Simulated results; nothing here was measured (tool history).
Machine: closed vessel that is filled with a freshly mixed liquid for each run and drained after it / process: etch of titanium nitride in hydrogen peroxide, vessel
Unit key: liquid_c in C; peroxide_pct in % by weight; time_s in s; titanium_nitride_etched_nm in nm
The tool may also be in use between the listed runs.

{"run": 1, "day": 0.0, "liquid_c": 53, "peroxide_pct": 18, "time_s": 145, "titanium_nitride_etched_nm": 8.5591}
{"run": 2, "day": 0.317, "liquid_c": 46.5, "peroxide_pct": 18, "time_s": 145, "titanium_nitride_etched_nm": 5.2754}
{"run": 3, "day": 0.429, "liquid_c": 46.5, "peroxide_pct": 18, "time_s": 100, "titanium_nitride_etched_nm": 3.6349}
{"run": 4, "day": 0.746, "liquid_c": 46.5, "peroxide_pct": 21, "time_s": 100, "titanium_nitride_etched_nm": 3.7247}
{"run": 5, "day": 0.942, "liquid_c": 46.5, "peroxide_pct": 23.5, "time_s": 100, "titanium_nitride_etched_nm": 3.8668}
{"run": 6, "day": 1.221, "liquid_c": 48.5, "peroxide_pct": 23.5, "time_s": 100, "titanium_nitride_etched_nm": 4.4162}
{"run": 7, "day": 1.404, "liquid_c": 50, "peroxide_pct": 23.5, "time_s": 100, "titanium_nitride_etched_nm": 4.9572}
{"run": 8, "day": 1.579, "liquid_c": 51.5, "peroxide_pct": 23.5, "time_s": 100, "titanium_nitride_etched_nm": 5.5652}
{"run": 9, "day": 1.75, "liquid_c": 52.5, "peroxide_pct": 23.5, "time_s": 100, "titanium_nitride_etched_nm": 5.9868}
{"run": 10, "day": 1.879, "liquid_c": 53.5, "peroxide_pct": 23.5, "time_s": 100, "titanium_nitride_etched_nm": 6.3698}
{"run": 11, "day": 2.025, "liquid_c": 54.5, "peroxide_pct": 23.5, "time_s": 100, "titanium_nitride_etched_nm": 6.9574}
{"run": 12, "day": 2.192, "liquid_c": 55.5, "peroxide_pct": 23.5, "time_s": 100, "titanium_nitride_etched_nm": 7.4337}

Forecast run 13:
{"run": 13, "day": 2.479, "liquid_c": 56, "peroxide_pct": 23.5, "time_s": 100, "titanium_nitride_etched_nm": "?"}

{"run 13": {"titanium_nitride_etched_nm": 7.6416}}

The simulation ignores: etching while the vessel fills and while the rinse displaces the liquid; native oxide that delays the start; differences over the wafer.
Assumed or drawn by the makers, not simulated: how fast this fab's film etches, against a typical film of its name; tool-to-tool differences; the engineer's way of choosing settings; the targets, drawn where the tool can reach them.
